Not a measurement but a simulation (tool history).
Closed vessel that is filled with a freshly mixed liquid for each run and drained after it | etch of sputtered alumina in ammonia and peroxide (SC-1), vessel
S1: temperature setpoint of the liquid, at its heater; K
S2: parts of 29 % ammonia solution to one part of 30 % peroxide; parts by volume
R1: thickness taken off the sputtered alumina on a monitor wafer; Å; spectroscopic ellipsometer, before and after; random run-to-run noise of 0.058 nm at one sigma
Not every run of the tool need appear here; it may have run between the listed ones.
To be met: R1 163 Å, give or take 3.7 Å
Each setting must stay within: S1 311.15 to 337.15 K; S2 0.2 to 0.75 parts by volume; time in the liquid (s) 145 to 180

Run 1, day 0: S1 321.15 K, S2 0.45 parts by volume, time in the liquid (s) 180. Result: R1 77.96 Å.
Run 2, day 0.208: S1 322.65 K, S2 0.45 parts by volume, time in the liquid (s) 180. Result: R1 84.725 Å.
Run 3, day 0.462: S1 322.65 K, S2 0.35 parts by volume, time in the liquid (s) 180. Result: R1 83.003 Å.
Run 4, day 0.688: S1 324.15 K, S2 0.35 parts by volume, time in the liquid (s) 180. Result: R1 89.642 Å.
Run 5, day 1.012: S1 324.15 K, S2 0.25 parts by volume, time in the liquid (s) 180. Result: R1 87.093 Å.
Run 6, day 1.325: S1 325.65 K, S2 0.25 parts by volume, time in the liquid (s) 180. Result: R1 93.692 Å.
At day 1.454: thermometer replaced.
Run 7, day 1.454: S1 327.15 K, S2 0.25 parts by volume, time in the liquid (s) 180. Result: R1 116.41 Å.
Run 8, day 1.562: S1 327.65 K, S2 0.25 parts by volume, time in the liquid (s) 180. Result: R1 119.32 Å.
Run 9, day 1.683: S1 328.15 K, S2 0.25 parts by volume, time in the liquid (s) 180. Result: R1 122.87 Å.
Run 10, day 1.717: S1 328.65 K, S2 0.25 parts by volume, time in the liquid (s) 180. Result: R1 126.49 Å.
Run 11, day 1.958: S1 329.15 K, S2 0.25 parts by volume, time in the liquid (s) 180. Result: R1 130.35 Å.
Run 12, day 2.329: S1 329.65 K, S2 0.25 parts by volume, time in the liquid (s) 180. Result: R1 132.75 Å.
Run 13, day 2.421: S1 330.15 K, S2 0.25 parts by volume, time in the liquid (s) 180. Result: R1 136.04 Å.
Run 14, day 2.654: S1 330.65 K, S2 0.25 parts by volume, time in the liquid (s) 180. Result: R1 140.88 Å.
Run 15, day 2.958: S1 331.15 K, S2 0.25 parts by volume, time in the liquid (s) 180. Result: R1 143.78 Å.
Run 16, day 3.288: S1 332.15 K, S2 0.25 parts by volume, time in the liquid (s) 180. Result: R1 151.25 Å.
Run 17, day 3.517: S1 332.65 K, S2 0.25 parts by volume, time in the liquid (s) 180. Result: R1 155.34 Å.

Exercise: of the 5 proposed moves below, exactly one satisfies all targets within the stated allowed misses. Which move is it?
Run A, day 3.746: S1 334.65 K, S2 0.25 parts by volume, time in the liquid (s) 160. Result: R1 ?.
Run B, day 3.746: S1 332.65 K, S2 0.4 parts by volume, time in the liquid (s) 170. Result: R1 ?.
Run C, day 3.746: S1 332.15 K, S2 0.25 parts by volume, time in the liquid (s) 180. Result: R1 ?.
Run D, day 3.746: S1 337.15 K, S2 0.35 parts by volume, time in the liquid (s) 145. Result: R1 ?.
Run E, day 3.746: S1 332.15 K, S2 0.2 parts by volume, time in the liquid (s) 175. Result: R1 ?.

move      R1
   A  152.91
   B  153.34
   C  151.31
   D  162.29
   E  144.02
A: lands further from the targets than the last run did
B: lands further from the targets than the last run did
C: lands further from the targets than the last run did
D: in spec on every target
E: lands further from the targets than the last run did
The right move is D.

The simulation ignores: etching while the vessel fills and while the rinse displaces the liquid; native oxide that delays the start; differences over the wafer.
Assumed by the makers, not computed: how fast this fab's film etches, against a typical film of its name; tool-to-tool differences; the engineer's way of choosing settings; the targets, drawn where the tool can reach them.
